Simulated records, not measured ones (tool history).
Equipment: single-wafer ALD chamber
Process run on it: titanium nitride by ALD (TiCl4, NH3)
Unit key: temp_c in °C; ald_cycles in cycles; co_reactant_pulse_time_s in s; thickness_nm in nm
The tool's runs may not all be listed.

run 1 hour=0.0 | temp_c=380 ald_cycles=44 co_reactant_pulse_time_s=2.60 | thickness_nm=0.93510
run 2 hour=2.5 | temp_c=376 ald_cycles=44 co_reactant_pulse_time_s=2.32 | thickness_nm=0.92413
run 3 hour=9.2 | temp_c=373 ald_cycles=44 co_reactant_pulse_time_s=2.08 | thickness_nm=0.91051
run 4 hour=10.5 | temp_c=373 ald_cycles=44 co_reactant_pulse_time_s=2.08 | thickness_nm=0.91288
-- hour=14.1 thermocouple changed; heater temperature recalibrated
run 5 hour=14.1 | temp_c=373 ald_cycles=46 co_reactant_pulse_time_s=2.08 | thickness_nm=0.94449
run 6 hour=22.9 | temp_c=373 ald_cycles=46 co_reactant_pulse_time_s=1.72 | thickness_nm=0.92441
run 7 hour=27.4 | temp_c=373 ald_cycles=46 co_reactant_pulse_time_s=1.63 | thickness_nm=0.91717
run 8 hour=30.7 | temp_c=373 ald_cycles=46 co_reactant_pulse_time_s=1.56 | thickness_nm=0.91300

Predict the results of run 9:
run 9 hour=39.7 | temp_c=373 ald_cycles=46 co_reactant_pulse_time_s=1.51 | thickness_nm=?

For run 9 the tool returned thickness_nm 0.90676 nm.
